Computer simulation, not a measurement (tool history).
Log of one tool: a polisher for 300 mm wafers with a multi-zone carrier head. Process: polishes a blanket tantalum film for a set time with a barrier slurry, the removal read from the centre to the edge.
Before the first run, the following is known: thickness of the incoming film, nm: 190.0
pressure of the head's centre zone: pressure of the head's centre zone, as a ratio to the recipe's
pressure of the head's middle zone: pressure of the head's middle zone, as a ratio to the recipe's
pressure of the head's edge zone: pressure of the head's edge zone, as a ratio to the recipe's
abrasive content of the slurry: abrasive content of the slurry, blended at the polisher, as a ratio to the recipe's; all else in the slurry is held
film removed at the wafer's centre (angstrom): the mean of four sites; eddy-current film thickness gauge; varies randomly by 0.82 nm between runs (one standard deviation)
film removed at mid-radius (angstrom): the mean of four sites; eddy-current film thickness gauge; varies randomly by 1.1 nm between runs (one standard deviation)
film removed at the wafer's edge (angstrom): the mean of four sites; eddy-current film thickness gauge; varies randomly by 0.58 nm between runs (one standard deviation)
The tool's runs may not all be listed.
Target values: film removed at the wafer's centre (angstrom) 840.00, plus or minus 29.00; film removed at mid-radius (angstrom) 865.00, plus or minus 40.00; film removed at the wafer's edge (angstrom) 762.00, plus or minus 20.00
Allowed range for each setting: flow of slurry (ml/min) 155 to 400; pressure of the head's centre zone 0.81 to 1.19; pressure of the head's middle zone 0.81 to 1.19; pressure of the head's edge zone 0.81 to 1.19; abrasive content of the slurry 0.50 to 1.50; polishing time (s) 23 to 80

run,day,flow of slurry (ml/min),pressure of the head's centre zone,pressure of the head's middle zone,pressure of the head's edge zone,abrasive content of the slurry,polishing time (s),film removed at the wafer's centre (angstrom),film removed at mid-radius (angstrom),film removed at the wafer's edge (angstrom)
1,0.000,255,1.00,1.00,1.00,1.00,51,657.96,670.71,625.04
2,0.317,255,0.95,1.00,1.00,1.00,51,613.65,653.39,620.55
3,0.438,255,0.95,1.00,1.00,0.90,51,608.62,624.01,600.51
4,0.662,255,0.89,1.00,1.00,0.90,51,561.57,624.44,606.42
5,0.867,265,0.95,1.02,1.03,1.05,51,639.26,661.55,640.62
6,1.225,260,0.97,1.04,1.03,1.20,52,688.25,717.83,676.50
7,1.379,265,0.99,1.07,1.04,1.30,52,715.48,763.66,705.41
8,1.533,265,0.99,1.07,1.04,1.30,52,719.23,757.17,693.73
9,1.629,275,1.01,1.09,1.06,1.35,52,747.28,764.78,717.68
10,1.846,275,1.02,1.11,1.05,1.40,52,747.41,802.27,712.30
11,1.929,280,1.04,1.12,1.06,1.45,52,770.72,815.47,721.56
12,2.238,285,1.05,1.13,1.07,1.45,52,785.61,847.80,732.77
13,2.312,325,1.09,1.11,1.11,1.45,52,829.16,804.51,752.25

Pick the move, out of 5, that brings all results within their allowed miss; only one does.
A,2.388,350,1.13,1.03,1.11,1.50,51,?,?,?
B,2.388,315,1.08,1.14,1.03,1.50,58,?,?,?
C,2.388,345,1.10,1.08,1.07,1.50,56,?,?,?
D,2.388,320,1.12,1.19,1.17,1.45,52,?,?,?
E,2.388,285,1.12,1.15,0.99,1.25,56,?,?,?

move,film removed at the wafer's centre (angstrom),film removed at mid-radius (angstrom),film removed at the wafer's edge (angstrom)
A,854.15,761.73,743.24
B,920.44,937.40,808.00
C,912.05,870.09,799.95
D,851.08,866.36,767.06
E,874.76,865.93,728.17
A: misses by more than the last run did
B: carries the result that was furthest off beyond its target, to the other side
C: corrects the largest miss of the last run, while another result sits out of spec
D: all results land within tolerance of their targets
E: corrects the largest miss of the last run, while another result sits out of spec
The move that meets every target is D.
